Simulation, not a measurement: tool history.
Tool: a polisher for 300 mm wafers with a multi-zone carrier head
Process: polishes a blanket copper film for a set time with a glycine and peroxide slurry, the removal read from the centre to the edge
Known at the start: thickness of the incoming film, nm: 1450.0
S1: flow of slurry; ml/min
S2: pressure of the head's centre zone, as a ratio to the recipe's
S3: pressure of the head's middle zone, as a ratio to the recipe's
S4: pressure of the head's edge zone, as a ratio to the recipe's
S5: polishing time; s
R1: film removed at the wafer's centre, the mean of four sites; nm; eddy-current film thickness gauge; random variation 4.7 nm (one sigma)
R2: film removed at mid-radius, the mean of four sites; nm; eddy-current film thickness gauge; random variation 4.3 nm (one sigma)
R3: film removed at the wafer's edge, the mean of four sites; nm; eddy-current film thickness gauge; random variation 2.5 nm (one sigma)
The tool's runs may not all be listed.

{"run": 1, "hour": 0.0, "S1": 255, "S2": 1, "S3": 1, "S4": 1, "S5": 75, "R1": 485.54, "R2": 491.61, "R3": 466.98}
{"run": 2, "hour": 2.1, "S1": 255, "S2": 0.91, "S3": 1, "S4": 1, "S5": 75, "R1": 435.05, "R2": 492.72, "R3": 463.94}
{"run": 3, "hour": 8.7, "S1": 255, "S2": 0.91, "S3": 1, "S4": 1.09, "S5": 75, "R1": 429.85, "R2": 489.06, "R3": 490.95}
{"run": 4, "hour": 13.9, "S1": 250, "S2": 0.91, "S3": 0.98, "S4": 1.04, "S5": 72, "R1": 417.47, "R2": 465.62, "R3": 465.56}
{"run": 5, "hour": 23.0, "S1": 295, "S2": 0.91, "S3": 0.98, "S4": 1.04, "S5": 72, "R1": 430.13, "R2": 473.95, "R3": 460.55}
{"run": 6, "hour": 30.6, "S1": 295, "S2": 0.91, "S3": 0.98, "S4": 1.04, "S5": 57, "R1": 338.91, "R2": 375.03, "R3": 365.44}

The next listed run, before its measurement:
{"run": 7, "hour": 37.3, "S1": 295, "S2": 0.91, "S3": 0.98, "S4": 1.04, "S5": 57, "R1": "?", "R2": "?", "R3": "?"}

R1: 337.71 nm
R2: 370.98 nm
R3: 370.76 nm

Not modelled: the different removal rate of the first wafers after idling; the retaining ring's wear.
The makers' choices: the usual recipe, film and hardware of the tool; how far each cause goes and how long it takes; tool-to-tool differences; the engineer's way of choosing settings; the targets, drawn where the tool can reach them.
